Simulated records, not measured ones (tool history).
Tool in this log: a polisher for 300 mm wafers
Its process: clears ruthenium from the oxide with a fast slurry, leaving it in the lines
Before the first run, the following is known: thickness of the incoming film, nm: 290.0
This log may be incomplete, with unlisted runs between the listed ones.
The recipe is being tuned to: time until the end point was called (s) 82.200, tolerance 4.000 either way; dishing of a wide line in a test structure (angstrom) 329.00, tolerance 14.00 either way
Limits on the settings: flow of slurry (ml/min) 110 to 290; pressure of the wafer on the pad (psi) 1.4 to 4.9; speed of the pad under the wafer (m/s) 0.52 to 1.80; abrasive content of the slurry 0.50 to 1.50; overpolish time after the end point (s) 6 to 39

| run | hour | flow of slurry (ml/min) | pressure of the wafer on the pad (psi) | speed of the pad under the wafer (m/s) | abrasive content of the slurry | overpolish time after the end point (s) | time until the end point was called (s) | dishing of a wide line in a test structure (angstrom) |
|---|---|---|---|---|---|---|---|---|
| 1 | 0.0 | 185 | 3.1 | 1.16 | 1.00 | 20 | 59.053 | 572.10 |
| 2 | 2.3 | 185 | 3.4 | 1.16 | 1.00 | 20 | 54.012 | 607.77 |
| 3 | 4.8 | 185 | 3.4 | 0.92 | 1.00 | 20 | 67.064 | 509.17 |
| 4 | 13.1 | 185 | 3.4 | 0.92 | 1.00 | 28 | 68.339 | 645.82 |
| 5 | 14.6 | 165 | 3.4 | 0.92 | 1.00 | 28 | 69.416 | 647.62 |
| 6 | 15.3 | 165 | 3.7 | 0.92 | 1.00 | 28 | 64.189 | 677.24 |
| 7 | 18.8 | 175 | 3.5 | 0.90 | 1.00 | 24 | 67.193 | 591.81 |
| 8 | 25.9 | 180 | 3.3 | 0.90 | 1.00 | 21 | 72.048 | 510.12 |
| 9 | 31.2 | 190 | 2.9 | 0.88 | 1.00 | 11 | 82.296 | 271.87 |
| 10 | 32.2 | 190 | 2.9 | 0.88 | 1.00 | 12 | 81.688 | 290.82 |
| 11 | 37.5 | 190 | 2.9 | 0.88 | 1.00 | 13 | 81.376 | 313.25 |

Below are 5 possible settings for the next run. Only one of them brings all results inside the allowed miss of their targets. Which is it?
| A | 42.8 | 250 | 2.9 | 0.90 | 0.90 | 14 | ? | ? |
| B | 42.8 | 155 | 2.6 | 0.80 | 1.25 | 14 | ? | ? |
| C | 42.8 | 170 | 3.2 | 0.76 | 1.10 | 12 | ? | ? |
| D | 42.8 | 170 | 2.3 | 0.98 | 1.20 | 12 | ? | ? |
| E | 42.8 | 175 | 3.0 | 0.84 | 1.10 | 12 | ? | ? |

| move | time until the end point was called (s) | dishing of a wide line in a test structure (angstrom) |
|---|---|---|
| A | 82.375 | 324.62 |
| B | 89.638 | 301.98 |
| C | 81.020 | 288.43 |
| D | 83.796 | 280.10 |
| E | 78.222 | 297.35 |
A: in spec on every target
B: misses by more than the last run did
C: misses by more than the last run did
D: misses by more than the last run did
E: misses by more than the last run did
A meets every target.
